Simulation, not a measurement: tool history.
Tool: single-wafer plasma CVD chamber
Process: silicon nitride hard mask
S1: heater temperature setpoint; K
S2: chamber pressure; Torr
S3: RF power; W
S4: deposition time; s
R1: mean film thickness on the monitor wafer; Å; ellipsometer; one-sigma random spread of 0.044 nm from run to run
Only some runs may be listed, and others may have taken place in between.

| run | hour | S1 | S2 | S3 | S4 | R1 |
|---|---|---|---|---|---|---|
| 1 | 0.0 | 688.15 | 1.32 | 245 | 13.9 | 139.19 |
| 2 | 6.3 | 688.15 | 1.39 | 245 | 13.9 | 141.86 |
| 3 | 11.0 | 688.15 | 1.44 | 245 | 13.9 | 142.49 |
| 4 | 11.6 | 688.15 | 1.50 | 245 | 13.9 | 144.43 |
| 5 | 18.2 | 688.15 | 1.55 | 245 | 13.9 | 145.80 |
| 6 | 27.1 | 688.15 | 1.59 | 245 | 13.9 | 146.98 |
| 7 | 27.9 | 688.15 | 1.63 | 245 | 13.9 | 147.26 |

The next listed run, before its measurement:
| 8 | 35.3 | 688.15 | 1.66 | 245 | 13.9 | ? |

{"run 8": {"R1": 149.14}}
